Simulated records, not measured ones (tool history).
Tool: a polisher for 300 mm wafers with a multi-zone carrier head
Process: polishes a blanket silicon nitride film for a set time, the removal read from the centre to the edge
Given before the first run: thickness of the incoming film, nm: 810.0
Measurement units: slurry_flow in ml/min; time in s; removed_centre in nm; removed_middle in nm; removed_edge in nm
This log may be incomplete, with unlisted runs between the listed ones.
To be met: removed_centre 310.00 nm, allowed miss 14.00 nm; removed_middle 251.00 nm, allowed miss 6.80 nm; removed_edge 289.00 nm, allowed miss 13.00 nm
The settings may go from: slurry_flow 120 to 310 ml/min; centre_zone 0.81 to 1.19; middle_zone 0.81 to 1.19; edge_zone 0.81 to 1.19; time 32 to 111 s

run 1 hour=0.0 | slurry_flow=200 centre_zone=1.00 middle_zone=1.00 edge_zone=1.00 time=71 | removed_centre=201.68 removed_middle=206.01 removed_edge=202.76
run 2 hour=7.6 | slurry_flow=200 centre_zone=1.00 middle_zone=1.06 edge_zone=1.00 time=71 | removed_centre=197.31 removed_middle=214.73 removed_edge=201.75
run 3 hour=8.2 | slurry_flow=200 centre_zone=1.00 middle_zone=1.06 edge_zone=1.00 time=82 | removed_centre=230.76 removed_middle=250.23 removed_edge=229.92
run 4 hour=8.9 | slurry_flow=200 centre_zone=1.00 middle_zone=1.09 edge_zone=1.00 time=82 | removed_centre=238.02 removed_middle=252.74 removed_edge=236.39
run 5 hour=15.3 | slurry_flow=200 centre_zone=1.05 middle_zone=1.02 edge_zone=1.06 time=85 | removed_centre=254.02 removed_middle=253.16 removed_edge=251.21
run 6 hour=22.0 | slurry_flow=200 centre_zone=1.05 middle_zone=1.02 edge_zone=1.06 time=101 | removed_centre=299.84 removed_middle=293.53 removed_edge=295.12
run 7 hour=29.9 | slurry_flow=185 centre_zone=1.08 middle_zone=0.97 edge_zone=1.06 time=101 | removed_centre=306.35 removed_middle=284.08 removed_edge=288.13
run 8 hour=37.0 | slurry_flow=180 centre_zone=1.09 middle_zone=0.92 edge_zone=1.08 time=101 | removed_centre=303.64 removed_middle=270.85 removed_edge=298.89
run 9 hour=45.4 | slurry_flow=175 centre_zone=1.11 middle_zone=0.90 edge_zone=1.07 time=101 | removed_centre=315.95 removed_middle=263.60 removed_edge=297.58

Which of these 4 next moves meets every target?
run A hour=53.8 | slurry_flow=175 centre_zone=1.13 middle_zone=0.89 edge_zone=1.11 time=97 | removed_centre=? removed_middle=? removed_edge=?
run B hour=53.8 | slurry_flow=135 centre_zone=1.13 middle_zone=0.81 edge_zone=1.11 time=111 | removed_centre=? removed_middle=? removed_edge=?
run C hour=53.8 | slurry_flow=200 centre_zone=1.14 middle_zone=0.95 edge_zone=1.06 time=106 | removed_centre=? removed_middle=? removed_edge=?
run D hour=53.8 | slurry_flow=140 centre_zone=1.15 middle_zone=0.89 edge_zone=1.07 time=106 | removed_centre=? removed_middle=? removed_edge=?

move=A removed_centre=308.22 removed_middle=250.39 removed_edge=292.30
move=B removed_centre=338.73 removed_middle=255.99 removed_edge=326.39
move=C removed_centre=346.23 removed_middle=293.65 removed_edge=315.62
move=D removed_centre=331.38 removed_middle=265.50 removed_edge=306.80
A: each result inside its tolerance
B: corrects the largest miss of the last run, while another result sits out of spec
C: lands further from the targets than the last run did
D: lands further from the targets than the last run did
A is the move that brings every result within its allowed miss.
